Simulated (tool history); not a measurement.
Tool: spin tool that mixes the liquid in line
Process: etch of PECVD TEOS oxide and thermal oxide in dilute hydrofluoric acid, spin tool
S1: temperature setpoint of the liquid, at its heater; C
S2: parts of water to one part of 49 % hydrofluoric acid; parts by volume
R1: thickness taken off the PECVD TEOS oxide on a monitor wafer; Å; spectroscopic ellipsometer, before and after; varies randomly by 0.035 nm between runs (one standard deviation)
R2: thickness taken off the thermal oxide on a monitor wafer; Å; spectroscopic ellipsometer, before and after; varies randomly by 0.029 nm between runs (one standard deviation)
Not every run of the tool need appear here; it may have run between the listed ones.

{"run": 1, "hour": 0.0, "S1": 21.0, "S2": 140, "time under the liquid (s)": 95, "R1": 94.102, "R2": 27.549}
{"run": 2, "hour": 4.4, "S1": 21.0, "S2": 140, "time under the liquid (s)": 110, "R1": 110.28, "R2": 31.854}
{"run": 3, "hour": 11.5, "S1": 19.5, "S2": 140, "time under the liquid (s)": 110, "R1": 102.42, "R2": 29.66}
{"run": 4, "hour": 19.5, "S1": 19.0, "S2": 145, "time under the liquid (s)": 110, "R1": 96.523, "R2": 28.043}
{"run": 5, "hour": 28.0, "S1": 18.5, "S2": 150, "time under the liquid (s)": 110, "R1": 92.03, "R2": 26.688}
{"run": 6, "hour": 31.1, "S1": 18.0, "S2": 155, "time under the liquid (s)": 110, "R1": 85.971, "R2": 25.937}
{"run": 7, "hour": 31.8, "S1": 18.0, "S2": 160, "time under the liquid (s)": 110, "R1": 83.555, "R2": 24.468}

Run 8, settings as shown, results not yet in. Your forecast:
{"run": 8, "hour": 34.5, "S1": 18.0, "S2": 160, "time under the liquid (s)": 110, "R1": "?", "R2": "?"}

Logged for run 8: R1 82.432 Å, R2 24.517 Å.
